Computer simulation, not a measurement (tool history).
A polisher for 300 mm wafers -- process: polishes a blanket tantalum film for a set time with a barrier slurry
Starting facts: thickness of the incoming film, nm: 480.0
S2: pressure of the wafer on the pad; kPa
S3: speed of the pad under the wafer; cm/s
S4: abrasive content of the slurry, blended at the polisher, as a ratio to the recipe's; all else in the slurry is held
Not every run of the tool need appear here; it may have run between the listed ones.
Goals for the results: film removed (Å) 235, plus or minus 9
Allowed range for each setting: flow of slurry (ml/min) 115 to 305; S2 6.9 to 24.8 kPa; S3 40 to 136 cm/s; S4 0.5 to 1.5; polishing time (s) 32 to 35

{"run": 1, "day": 0.0, "flow of slurry (ml/min)": 195, "S2": 15.9, "S3": 88, "S4": 1, "polishing time (s)": 35, "film removed (Å)": 654.71}
{"run": 2, "day": 0.338, "flow of slurry (ml/min)": 195, "S2": 15.9, "S3": 108, "S4": 1, "polishing time (s)": 35, "film removed (Å)": 752.02}
{"run": 3, "day": 0.529, "flow of slurry (ml/min)": 195, "S2": 13.1, "S3": 90, "S4": 0.95, "polishing time (s)": 34, "film removed (Å)": 523.73}
{"run": 4, "day": 0.579, "flow of slurry (ml/min)": 195, "S2": 11, "S3": 78, "S4": 0.95, "polishing time (s)": 34, "film removed (Å)": 393.27}
{"run": 5, "day": 0.842, "flow of slurry (ml/min)": 160, "S2": 11, "S3": 78, "S4": 0.95, "polishing time (s)": 34, "film removed (Å)": 388.64}
{"run": 6, "day": 1.008, "flow of slurry (ml/min)": 160, "S2": 9.7, "S3": 72, "S4": 0.95, "polishing time (s)": 34, "film removed (Å)": 324.72}
{"run": 7, "day": 1.125, "flow of slurry (ml/min)": 160, "S2": 9, "S3": 70, "S4": 0.95, "polishing time (s)": 34, "film removed (Å)": 294.73}
{"run": 8, "day": 1.375, "flow of slurry (ml/min)": 160, "S2": 9, "S3": 70, "S4": 0.95, "polishing time (s)": 34, "film removed (Å)": 299.8}
{"run": 9, "day": 1.608, "flow of slurry (ml/min)": 160, "S2": 8.3, "S3": 68, "S4": 0.95, "polishing time (s)": 34, "film removed (Å)": 274.83}

Which of these 4 next moves meets every target?
{"run": "A", "day": 1.842, "flow of slurry (ml/min)": 190, "S2": 6.9, "S3": 76, "S4": 1.1, "polishing time (s)": 33, "film removed (Å)": "?"}
{"run": "B", "day": 1.842, "flow of slurry (ml/min)": 140, "S2": 6.9, "S3": 74, "S4": 0.95, "polishing time (s)": 34, "film removed (Å)": "?"}
{"run": "C", "day": 1.842, "flow of slurry (ml/min)": 130, "S2": 8.3, "S3": 78, "S4": 1.05, "polishing time (s)": 35, "film removed (Å)": "?"}
{"run": "D", "day": 1.842, "flow of slurry (ml/min)": 225, "S2": 8.3, "S3": 78, "S4": 1.15, "polishing time (s)": 33, "film removed (Å)": "?"}

move=A film_removed_(Å)=253.31
move=B film_removed_(Å)=230.78
move=C film_removed_(Å)=297.34
move=D film_removed_(Å)=317.61
A: better than the last run, though not everything is in spec
B: all results in spec
C: misses by more than the last run did
D: misses by more than the last run did
Move B is the one to make.
